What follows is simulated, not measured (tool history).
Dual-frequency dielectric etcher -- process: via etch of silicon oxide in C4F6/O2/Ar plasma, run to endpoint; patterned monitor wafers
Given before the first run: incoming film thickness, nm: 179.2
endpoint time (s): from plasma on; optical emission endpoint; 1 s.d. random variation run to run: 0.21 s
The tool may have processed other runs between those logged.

run,hour,bias power (W),source power (W),Ar flow (sccm),endpoint time (s)
1,0.0,471,240,221,50.326
2,1.9,471,230,221,51.392
3,5.7,471,230,188,50.590
4,11.2,471,250,188,48.116
5,17.9,514,250,188,47.012
6,20.9,514,250,207,47.113

What does the tool deliver on the next run?
7,26.3,548,250,207,?

Run 7 yielded endpoint time (s) 45.563.
